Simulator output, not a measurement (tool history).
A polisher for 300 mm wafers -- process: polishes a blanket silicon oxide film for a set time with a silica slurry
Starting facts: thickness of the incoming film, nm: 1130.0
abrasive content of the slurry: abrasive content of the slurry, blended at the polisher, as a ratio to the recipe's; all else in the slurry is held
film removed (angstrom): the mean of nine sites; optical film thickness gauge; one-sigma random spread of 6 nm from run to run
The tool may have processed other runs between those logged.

run,hour,flow of slurry (ml/min),pressure of the wafer on the pad (psi),speed of the pad under the wafer (cm/s),abrasive content of the slurry,polishing time (s),film removed (angstrom)
1,0.0,225,4.8,148,1.0,53,2482.9
2,8.8,225,5.2,152,1.0,53,2811.9
3,10.6,225,5.2,152,0.8,53,2571.2
4,13.6,225,5.6,156,0.8,53,2870.5
5,18.4,225,5.9,158,0.8,53,2990.7
6,25.7,225,6.2,164,0.8,53,3280.8
7,27.1,225,6.4,168,0.8,53,3398.0
8,27.9,225,6.6,174,0.8,53,3644.0
9,34.3,225,6.7,178,0.8,53,3772.6
10,43.2,230,7.5,196,0.8,53,4666.9
11,46.2,230,7.5,198,0.8,53,4602.0

Forecast run 12:
12,49.7,230,7.5,200,0.8,53,?

Run 12 gave film removed (angstrom) 4536.3.

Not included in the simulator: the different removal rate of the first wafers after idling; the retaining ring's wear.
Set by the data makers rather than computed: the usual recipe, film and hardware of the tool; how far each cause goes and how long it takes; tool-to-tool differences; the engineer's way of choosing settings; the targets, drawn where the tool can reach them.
